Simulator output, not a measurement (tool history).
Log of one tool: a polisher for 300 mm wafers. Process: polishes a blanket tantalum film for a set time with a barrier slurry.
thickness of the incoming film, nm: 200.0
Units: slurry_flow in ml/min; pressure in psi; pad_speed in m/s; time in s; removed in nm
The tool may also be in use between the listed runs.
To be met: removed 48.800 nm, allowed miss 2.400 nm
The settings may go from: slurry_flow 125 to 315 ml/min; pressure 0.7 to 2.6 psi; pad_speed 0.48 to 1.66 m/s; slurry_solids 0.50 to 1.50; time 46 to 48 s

{"run": 1, "hour": 0.0, "slurry_flow": 205, "pressure": 1.6, "pad_speed": 1.06, "slurry_solids": 1.0, "time": 46, "removed": 77.029}
{"run": 2, "hour": 3.7, "slurry_flow": 250, "pressure": 1.6, "pad_speed": 1.06, "slurry_solids": 1.0, "time": 46, "removed": 76.145}
{"run": 3, "hour": 11.7, "slurry_flow": 250, "pressure": 1.2, "pad_speed": 1.06, "slurry_solids": 1.0, "time": 46, "removed": 60.776}
{"run": 4, "hour": 15.5, "slurry_flow": 250, "pressure": 1.6, "pad_speed": 1.06, "slurry_solids": 1.0, "time": 46, "removed": 77.202}
{"run": 5, "hour": 22.0, "slurry_flow": 250, "pressure": 1.4, "pad_speed": 1.06, "slurry_solids": 1.0, "time": 46, "removed": 67.881}
{"run": 6, "hour": 26.3, "slurry_flow": 250, "pressure": 1.4, "pad_speed": 1.06, "slurry_solids": 1.0, "time": 46, "removed": 68.308}
{"run": 7, "hour": 27.5, "slurry_flow": 250, "pressure": 1.3, "pad_speed": 1.06, "slurry_solids": 1.0, "time": 46, "removed": 64.338}
{"run": 8, "hour": 30.6, "slurry_flow": 250, "pressure": 1.3, "pad_speed": 1.06, "slurry_solids": 1.0, "time": 46, "removed": 64.88}
{"run": 9, "hour": 38.4, "slurry_flow": 250, "pressure": 1.2, "pad_speed": 1.06, "slurry_solids": 1.0, "time": 46, "removed": 58.116}
{"run": 10, "hour": 42.6, "slurry_flow": 250, "pressure": 1.1, "pad_speed": 1.06, "slurry_solids": 1.0, "time": 46, "removed": 55.602}

Which of these 4 next moves meets every target?
{"run": "A", "hour": 46.8, "slurry_flow": 265, "pressure": 1.3, "pad_speed": 0.78, "slurry_solids": 0.95, "time": 48, "removed": "?"}
{"run": "B", "hour": 46.8, "slurry_flow": 315, "pressure": 1.0, "pad_speed": 1.1, "slurry_solids": 0.95, "time": 47, "removed": "?"}
{"run": "C", "hour": 46.8, "slurry_flow": 260, "pressure": 1.1, "pad_speed": 1.06, "slurry_solids": 1.05, "time": 47, "removed": "?"}
{"run": "D", "hour": 46.8, "slurry_flow": 260, "pressure": 1.4, "pad_speed": 1.0, "slurry_solids": 0.8, "time": 46, "removed": "?"}

move=A removed=49.259
move=B removed=53.156
move=C removed=56.581
move=D removed=61.274
A: meets every target
B: nearer than the last run, and not there yet
C: further off than the last run
D: further off than the last run
Answer: A

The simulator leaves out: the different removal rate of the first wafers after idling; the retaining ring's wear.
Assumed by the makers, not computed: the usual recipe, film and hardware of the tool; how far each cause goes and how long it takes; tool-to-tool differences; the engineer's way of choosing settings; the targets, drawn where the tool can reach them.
